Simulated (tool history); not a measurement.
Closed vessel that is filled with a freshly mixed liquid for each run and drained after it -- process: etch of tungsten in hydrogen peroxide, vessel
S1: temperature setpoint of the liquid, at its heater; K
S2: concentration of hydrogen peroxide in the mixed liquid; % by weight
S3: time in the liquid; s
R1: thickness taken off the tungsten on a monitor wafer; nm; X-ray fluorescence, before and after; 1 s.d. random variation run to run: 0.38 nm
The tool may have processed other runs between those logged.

run 1 hour=0 | S1=324.15 S2=17.5 S3=85 | R1=107.9
run 2 hour=2.8 | S1=322.15 S2=17.5 S3=85 | R1=95.39
run 3 hour=8.4 | S1=320.65 S2=17.5 S3=85 | R1=86.586
run 4 hour=16 | S1=320.65 S2=17.5 S3=95 | R1=96.744
run 5 hour=18.5 | S1=320.65 S2=19 S3=95 | R1=101.35
run 6 hour=23.1 | S1=318.65 S2=19 S3=95 | R1=88.581
-- hour=31.5 peroxide flow meter replaced
run 7 hour=31.5 | S1=317.65 S2=19 S3=95 | R1=87.288
run 8 hour=35.7 | S1=316.15 S2=19 S3=95 | R1=79.421

What will run 9 give?
run 9 hour=40.5 | S1=315.15 S2=19 S3=95 | R1=?

Run 9 gave R1 74.155 nm.
